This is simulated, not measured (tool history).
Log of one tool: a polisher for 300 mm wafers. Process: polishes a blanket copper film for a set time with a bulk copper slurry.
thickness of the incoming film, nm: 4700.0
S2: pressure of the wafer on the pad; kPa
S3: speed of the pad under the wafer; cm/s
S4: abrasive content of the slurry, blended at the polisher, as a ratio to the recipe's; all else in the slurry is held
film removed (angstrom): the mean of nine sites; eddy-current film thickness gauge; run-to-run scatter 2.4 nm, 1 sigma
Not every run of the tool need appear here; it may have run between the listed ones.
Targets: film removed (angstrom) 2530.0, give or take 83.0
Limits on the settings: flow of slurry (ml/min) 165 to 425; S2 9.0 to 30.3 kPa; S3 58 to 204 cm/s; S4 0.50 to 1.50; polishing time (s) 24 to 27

run 1 hour=0.0 | flow_of_slurry_(ml/min)=275 S2=19.3 S3=130 S4=1.00 polishing_time_(s)=27 | film_removed_(angstrom)=3254.4
run 2 hour=8.0 | flow_of_slurry_(ml/min)=320 S2=19.3 S3=130 S4=1.00 polishing_time_(s)=27 | film_removed_(angstrom)=3264.9
run 3 hour=11.0 | flow_of_slurry_(ml/min)=320 S2=18.6 S3=130 S4=1.00 polishing_time_(s)=27 | film_removed_(angstrom)=3234.9
run 4 hour=19.2 | flow_of_slurry_(ml/min)=275 S2=18.6 S3=130 S4=1.00 polishing_time_(s)=27 | film_removed_(angstrom)=3245.7
run 5 hour=24.0 | flow_of_slurry_(ml/min)=275 S2=18.6 S3=130 S4=1.20 polishing_time_(s)=27 | film_removed_(angstrom)=3294.1
run 6 hour=28.1 | flow_of_slurry_(ml/min)=275 S2=17.2 S3=130 S4=1.20 polishing_time_(s)=27 | film_removed_(angstrom)=3131.8
run 7 hour=35.1 | flow_of_slurry_(ml/min)=275 S2=16.5 S3=130 S4=1.20 polishing_time_(s)=27 | film_removed_(angstrom)=3042.9
run 8 hour=35.9 | flow_of_slurry_(ml/min)=275 S2=15.9 S3=130 S4=1.20 polishing_time_(s)=27 | film_removed_(angstrom)=2995.2
run 9 hour=37.4 | flow_of_slurry_(ml/min)=275 S2=15.2 S3=130 S4=1.20 polishing_time_(s)=27 | film_removed_(angstrom)=2954.1

Exactly one of the 4 candidate moves below puts every result within its allowed miss. Which one?
run A hour=38.9 | flow_of_slurry_(ml/min)=325 S2=17.9 S3=138 S4=1.15 polishing_time_(s)=26 | film_removed_(angstrom)=?
run B hour=38.9 | flow_of_slurry_(ml/min)=345 S2=17.2 S3=140 S4=1.35 polishing_time_(s)=27 | film_removed_(angstrom)=?
run C hour=38.9 | flow_of_slurry_(ml/min)=235 S2=16.5 S3=120 S4=1.30 polishing_time_(s)=24 | film_removed_(angstrom)=?
run D hour=38.9 | flow_of_slurry_(ml/min)=310 S2=13.8 S3=144 S4=1.25 polishing_time_(s)=27 | film_removed_(angstrom)=?

move=A film_removed_(angstrom)=3321.3
move=B film_removed_(angstrom)=3528.9
move=C film_removed_(angstrom)=2518.9
move=D film_removed_(angstrom)=3140.6
A: lands further from the targets than the last run did
B: lands further from the targets than the last run did
C: every result within its allowed miss
D: lands further from the targets than the last run did
Move C is the one to make.

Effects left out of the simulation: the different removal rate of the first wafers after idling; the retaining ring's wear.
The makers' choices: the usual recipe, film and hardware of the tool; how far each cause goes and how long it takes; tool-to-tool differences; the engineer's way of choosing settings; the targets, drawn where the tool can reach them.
